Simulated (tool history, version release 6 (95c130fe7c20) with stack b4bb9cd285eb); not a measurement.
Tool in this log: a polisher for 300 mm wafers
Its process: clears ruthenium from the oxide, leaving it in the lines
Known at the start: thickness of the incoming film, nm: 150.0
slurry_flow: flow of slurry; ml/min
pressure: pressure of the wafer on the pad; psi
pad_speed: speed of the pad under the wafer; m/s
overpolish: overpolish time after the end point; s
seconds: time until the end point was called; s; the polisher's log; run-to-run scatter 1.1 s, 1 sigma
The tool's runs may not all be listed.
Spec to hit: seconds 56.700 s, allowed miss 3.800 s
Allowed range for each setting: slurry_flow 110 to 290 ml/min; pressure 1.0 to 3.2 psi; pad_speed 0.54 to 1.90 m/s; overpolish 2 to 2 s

| run | hour | slurry_flow | pressure | pad_speed | overpolish | seconds |
|---|---|---|---|---|---|---|
| 1 | 0.0 | 185 | 2.1 | 1.22 | 2 | 90.284 |
| 2 | 4.7 | 185 | 2.3 | 1.24 | 2 | 77.898 |
| 3 | 9.2 | 185 | 2.4 | 1.24 | 2 | 75.585 |
| 4 | 14.1 | 155 | 2.4 | 1.24 | 2 | 77.089 |
| 5 | 18.2 | 155 | 2.5 | 1.24 | 2 | 74.970 |
| 6 | 26.2 | 155 | 2.1 | 1.24 | 2 | 89.411 |
| 7 | 35.1 | 155 | 2.2 | 1.26 | 2 | 84.342 |
| 8 | 36.2 | 155 | 2.3 | 1.28 | 2 | 78.338 |
| 9 | 37.1 | 155 | 2.4 | 1.28 | 2 | 76.405 |
| 10 | 45.1 | 155 | 2.5 | 1.30 | 2 | 72.373 |
| 11 | 47.4 | 155 | 2.6 | 1.32 | 2 | 68.499 |
| 12 | 52.4 | 155 | 2.7 | 1.32 | 2 | 64.874 |
| 13 | 58.1 | 155 | 2.9 | 1.34 | 2 | 61.450 |

Exactly one of the 4 candidate moves below puts every result within its allowed miss. Which one?
| A | 63.8 | 140 | 3.0 | 1.84 | 2 | ? |
| B | 63.8 | 155 | 3.2 | 0.96 | 2 | ? |
| C | 63.8 | 140 | 3.1 | 1.70 | 2 | ? |
| D | 63.8 | 185 | 2.9 | 1.42 | 2 | ? |

| move | seconds |
|---|---|
| A | 47.719 |
| B | 69.363 |
| C | 49.079 |
| D | 56.847 |
A: pushes the last run's worst result past its target
B: its largest miss is bigger than the last run's
C: pushes the last run's worst result past its target
D: meets every target
The move that meets every target is D.
